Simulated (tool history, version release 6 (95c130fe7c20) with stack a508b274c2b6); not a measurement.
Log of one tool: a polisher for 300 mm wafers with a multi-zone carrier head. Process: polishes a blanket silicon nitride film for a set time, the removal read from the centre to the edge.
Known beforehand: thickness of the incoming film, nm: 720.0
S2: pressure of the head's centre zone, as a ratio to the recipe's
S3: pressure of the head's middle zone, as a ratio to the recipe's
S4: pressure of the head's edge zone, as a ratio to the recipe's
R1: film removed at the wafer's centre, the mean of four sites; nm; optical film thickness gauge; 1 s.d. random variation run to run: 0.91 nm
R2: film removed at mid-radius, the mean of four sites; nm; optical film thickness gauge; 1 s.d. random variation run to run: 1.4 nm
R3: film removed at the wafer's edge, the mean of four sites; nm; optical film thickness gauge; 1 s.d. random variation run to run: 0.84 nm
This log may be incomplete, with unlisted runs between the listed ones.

Run 1, day 0.000: flow of slurry (ml/min) 290, S2 1.00, S3 1.00, S4 1.00, polishing time (s) 56. Result: R1 90.226 nm, R2 87.070 nm, R3 88.961 nm.
Run 2, day 0.208: flow of slurry (ml/min) 305, S2 1.01, S3 1.04, S4 1.01, polishing time (s) 59. Result: R1 95.805 nm, R2 97.337 nm, R3 93.560 nm.
Run 3, day 0.525: flow of slurry (ml/min) 305, S2 1.01, S3 1.00, S4 1.01, polishing time (s) 59. Result: R1 95.161 nm, R2 94.635 nm, R3 93.470 nm.
Run 4, day 0.796: flow of slurry (ml/min) 305, S2 1.01, S3 1.00, S4 1.01, polishing time (s) 67. Result: R1 106.890 nm, R2 105.860 nm, R3 105.870 nm.
At day 1.129: worn pad replaced by a new one.
Run 5, day 1.129: flow of slurry (ml/min) 305, S2 1.01, S3 1.00, S4 0.97, polishing time (s) 67. Result: R1 115.680 nm, R2 115.250 nm, R3 112.310 nm.
Run 6, day 1.504: flow of slurry (ml/min) 315, S2 1.01, S3 1.01, S4 0.96, polishing time (s) 67. Result: R1 115.750 nm, R2 117.760 nm, R3 111.470 nm.
Run 7, day 1.817: flow of slurry (ml/min) 325, S2 1.01, S3 1.01, S4 0.95, polishing time (s) 67. Result: R1 118.910 nm, R2 118.260 nm, R3 110.820 nm.

The next listed run, before its measurement:
Run 8, day 1.888: flow of slurry (ml/min) 405, S2 1.01, S3 1.11, S4 1.03, polishing time (s) 69. Result: R1 ?, R2 ?, R3 ?.

Run 8 came out at R1 121.730 nm, R2 130.920 nm, R3 120.530 nm.

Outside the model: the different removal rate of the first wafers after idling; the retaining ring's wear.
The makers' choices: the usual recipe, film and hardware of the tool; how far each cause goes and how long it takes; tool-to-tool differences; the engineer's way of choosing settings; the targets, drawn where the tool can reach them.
